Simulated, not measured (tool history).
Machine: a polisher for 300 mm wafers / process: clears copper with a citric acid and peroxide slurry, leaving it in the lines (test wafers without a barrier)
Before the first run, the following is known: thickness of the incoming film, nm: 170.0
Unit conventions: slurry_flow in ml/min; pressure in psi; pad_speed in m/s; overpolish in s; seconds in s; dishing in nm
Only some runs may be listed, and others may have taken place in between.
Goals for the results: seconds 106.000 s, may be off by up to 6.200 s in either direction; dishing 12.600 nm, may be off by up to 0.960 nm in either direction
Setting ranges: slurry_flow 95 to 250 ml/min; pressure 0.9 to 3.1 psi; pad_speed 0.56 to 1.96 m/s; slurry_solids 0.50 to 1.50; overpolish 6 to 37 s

run	hour	slurry_flow	pressure	pad_speed	slurry_solids	overpolish	seconds	dishing
1	0.0	160	2.0	1.26	1.00	19	99.851	24.044
2	6.8	160	2.0	1.26	1.00	17	100.190	21.277
3	15.6	160	2.0	1.14	1.00	17	107.650	20.189
4	16.7	160	2.0	1.14	1.00	15	108.200	18.006
5	21.1	160	2.0	1.24	1.00	15	100.750	18.926
6	29.1	160	2.0	1.48	1.00	15	82.361	22.725
7	30.2	160	1.9	1.48	1.00	14	88.077	20.085
8	35.2	160	1.8	1.48	1.00	13	94.810	17.782
9	39.6	160	1.8	1.48	1.00	12	94.927	15.931
10	43.1	160	1.7	1.48	1.00	11	98.245	14.843

Of the 4 settings listed for the next run, only one would bring every result within its allowed miss of target. Which one?
A	46.6	170	1.4	1.66	0.90	14	?	?
B	46.6	160	1.7	1.50	1.20	14	?	?
C	46.6	140	1.8	1.64	0.95	12	?	?
D	46.6	170	1.4	1.64	1.05	10	?	?

move	seconds	dishing
A	110.350	15.638
B	94.981	18.080
C	88.673	16.758
D	107.670	11.717
A: the biggest miss grows against the last run
B: the biggest miss grows against the last run
C: the biggest miss grows against the last run
D: hits every target within its allowed miss
Correct choice: D, which meets every target

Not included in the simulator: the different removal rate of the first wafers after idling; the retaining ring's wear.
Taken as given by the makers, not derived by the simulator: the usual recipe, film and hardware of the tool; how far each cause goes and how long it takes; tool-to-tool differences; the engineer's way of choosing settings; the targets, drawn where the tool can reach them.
